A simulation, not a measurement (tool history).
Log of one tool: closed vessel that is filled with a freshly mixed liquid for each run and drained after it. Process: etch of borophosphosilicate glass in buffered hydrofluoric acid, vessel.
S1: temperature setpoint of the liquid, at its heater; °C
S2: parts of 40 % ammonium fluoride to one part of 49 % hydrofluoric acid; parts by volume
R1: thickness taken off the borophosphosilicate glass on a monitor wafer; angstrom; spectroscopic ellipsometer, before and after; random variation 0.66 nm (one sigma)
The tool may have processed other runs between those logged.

{"run": 1, "hour": 0.0, "S1": 21.0, "S2": 7.5, "time in the liquid (s)": 90, "R1": 1173.5}
{"run": 2, "hour": 3.2, "S1": 22.0, "S2": 7.5, "time in the liquid (s)": 90, "R1": 1247.3}
{"run": 3, "hour": 7.5, "S1": 22.0, "S2": 8.5, "time in the liquid (s)": 90, "R1": 1088.4}
{"run": 4, "hour": 11.4, "S1": 20.5, "S2": 8.5, "time in the liquid (s)": 90, "R1": 998.14}
{"run": 5, "hour": 15.6, "S1": 22.0, "S2": 8.5, "time in the liquid (s)": 90, "R1": 1088.0}
{"run": 6, "hour": 18.3, "S1": 22.0, "S2": 8.5, "time in the liquid (s)": 90, "R1": 1083.4}
{"run": 7, "hour": 21.4, "S1": 23.5, "S2": 8.5, "time in the liquid (s)": 90, "R1": 1173.9}
{"run": 8, "hour": 28.4, "S1": 24.5, "S2": 8.5, "time in the liquid (s)": 90, "R1": 1242.1}
{"run": 9, "hour": 37.7, "S1": 25.0, "S2": 8.5, "time in the liquid (s)": 90, "R1": 1273.3}

Predict the results of run 10:
{"run": 10, "hour": 44.8, "S1": 25.5, "S2": 8.5, "time in the liquid (s)": 90, "R1": "?"}

Run 10 yielded R1 1318.90 angstrom.
